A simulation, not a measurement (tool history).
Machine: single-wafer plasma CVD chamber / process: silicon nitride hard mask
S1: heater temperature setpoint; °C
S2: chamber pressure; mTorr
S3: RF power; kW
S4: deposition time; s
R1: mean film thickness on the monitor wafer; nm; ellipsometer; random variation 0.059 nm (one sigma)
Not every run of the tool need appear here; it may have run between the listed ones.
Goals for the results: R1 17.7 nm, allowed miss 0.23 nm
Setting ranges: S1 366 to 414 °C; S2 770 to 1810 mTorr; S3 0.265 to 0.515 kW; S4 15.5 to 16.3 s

run,hour,S1,S2,S3,S4,R1
1,0,390,1290,0.39,16.3,20.662
2,6.2,390,1180,0.385,16.3,19.86
3,7.8,390,1180,0.385,15.5,18.801
4,15.9,390,1180,0.385,15.5,18.859
5,21.6,384,1180,0.385,15.5,18.857
6,30.2,384,1130,0.385,15.5,18.6
7,37.8,384,1090,0.385,15.5,18.277
8,40,384,1070,0.385,15.5,18.219
9,47.7,384,1050,0.385,15.5,18.166
10,55.7,384,1030,0.385,15.5,17.999

4 candidate next runs follow, results not yet known. Just one meets every target within its allowed miss. Identify it.
A,63.7,378,940,0.37,16.1,?
B,63.7,387,1060,0.38,15.8,?
C,63.7,382,1060,0.385,15.7,?
D,63.7,381,960,0.395,15.7,?

move,R1
A,17.635
B,18.322
C,18.403
D,18.089
A: meets every target
B: misses by more than the last run did
C: misses by more than the last run did
D: misses by more than the last run did
Go with A: it meets all targets.
